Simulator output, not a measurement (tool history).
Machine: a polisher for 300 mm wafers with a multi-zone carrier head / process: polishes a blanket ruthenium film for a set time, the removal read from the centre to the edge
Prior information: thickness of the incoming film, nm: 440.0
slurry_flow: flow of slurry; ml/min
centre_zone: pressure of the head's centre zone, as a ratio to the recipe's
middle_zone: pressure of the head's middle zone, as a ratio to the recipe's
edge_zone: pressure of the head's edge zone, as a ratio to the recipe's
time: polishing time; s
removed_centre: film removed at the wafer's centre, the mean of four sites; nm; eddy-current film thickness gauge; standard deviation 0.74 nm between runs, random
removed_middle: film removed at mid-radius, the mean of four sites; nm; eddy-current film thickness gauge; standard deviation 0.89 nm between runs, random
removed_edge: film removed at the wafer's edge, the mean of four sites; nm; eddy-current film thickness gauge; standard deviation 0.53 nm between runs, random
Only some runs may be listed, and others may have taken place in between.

Run 1, hour 0: slurry_flow 220 ml/min, centre_zone 1, middle_zone 1, edge_zone 1, time 39 s. Result: removed_centre 55.586 nm, removed_middle 55.454 nm, removed_edge 56.196 nm.
Run 2, hour 1.9: slurry_flow 230 ml/min, centre_zone 1.02, middle_zone 1.02, edge_zone 1, time 40 s. Result: removed_centre 58.753 nm, removed_middle 58.533 nm, removed_edge 56.345 nm.
Run 3, hour 10.7: slurry_flow 230 ml/min, centre_zone 1.02, middle_zone 1.02, edge_zone 1, time 31 s. Result: removed_centre 45.239 nm, removed_middle 46.175 nm, removed_edge 44.016 nm.
Run 4, hour 13.8: slurry_flow 200 ml/min, centre_zone 1.02, middle_zone 1.02, edge_zone 1, time 31 s. Result: removed_centre 45.729 nm, removed_middle 44.66 nm, removed_edge 43.601 nm.
Run 5, hour 20.7: slurry_flow 205 ml/min, centre_zone 1.03, middle_zone 1.04, edge_zone 1.01, time 33 s. Result: removed_centre 48.697 nm, removed_middle 48.873 nm, removed_edge 46.499 nm.
Run 6, hour 24.7: slurry_flow 205 ml/min, centre_zone 1.07, middle_zone 1.04, edge_zone 1.01, time 33 s. Result: removed_centre 50.581 nm, removed_middle 48.018 nm, removed_edge 46.678 nm.
Run 7, hour 30.8: slurry_flow 210 ml/min, centre_zone 1.08, middle_zone 1.06, edge_zone 1.01, time 35 s. Result: removed_centre 54.6 nm, removed_middle 52.292 nm, removed_edge 49.87 nm.
Run 8, hour 36.2: slurry_flow 220 ml/min, centre_zone 1.09, middle_zone 1.07, edge_zone 1.01, time 36 s. Result: removed_centre 56.226 nm, removed_middle 54.507 nm, removed_edge 51.862 nm.
Run 9, hour 38.7: slurry_flow 225 ml/min, centre_zone 1.1, middle_zone 1.08, edge_zone 1, time 37 s. Result: removed_centre 59.109 nm, removed_middle 56.679 nm, removed_edge 52.633 nm.
Run 10, hour 42.5: slurry_flow 235 ml/min, centre_zone 1.11, middle_zone 1.09, edge_zone 1, time 38 s. Result: removed_centre 60.582 nm, removed_middle 58.695 nm, removed_edge 53.974 nm.
Run 11, hour 45.3: slurry_flow 240 ml/min, centre_zone 1.12, middle_zone 1.1, edge_zone 1, time 39 s. Result: removed_centre 63.1 nm, removed_middle 60.81 nm, removed_edge 55.689 nm.
Run 12, hour 46.8: slurry_flow 245 ml/min, centre_zone 1.13, middle_zone 1.11, edge_zone 1, time 40 s. Result: removed_centre 66.611 nm, removed_middle 63.854 nm, removed_edge 57.064 nm.
Run 13, hour 55.3: slurry_flow 250 ml/min, centre_zone 1.13, middle_zone 1.12, edge_zone 1.01, time 41 s. Result: removed_centre 68.475 nm, removed_middle 65.833 nm, removed_edge 58.583 nm.
Run 14, hour 56.8: slurry_flow 255 ml/min, centre_zone 1.13, middle_zone 1.13, edge_zone 1.02, time 42 s. Result: removed_centre 69.524 nm, removed_middle 68.064 nm, removed_edge 61.534 nm.
Run 15, hour 60.4: slurry_flow 260 ml/min, centre_zone 1.13, middle_zone 1.14, edge_zone 1.02, time 43 s. Result: removed_centre 69.645 nm, removed_middle 70.484 nm, removed_edge 62.597 nm.
Run 16, hour 63.2: slurry_flow 260 ml/min, centre_zone 1.13, middle_zone 1.14, edge_zone 1.02, time 43 s. Result: removed_centre 70.977 nm, removed_middle 70.51 nm, removed_edge 62.419 nm.

Run 17 comes next. What will it give?
Run 17, hour 67.5: slurry_flow 320 ml/min, centre_zone 1.16, middle_zone 1.19, edge_zone 1.03, time 51 s. Result: removed_centre ?, removed_middle ?, removed_edge ?.

{"run 17": {"removed_centre": 86.292, "removed_middle": 86.084, "removed_edge": 74.434}}
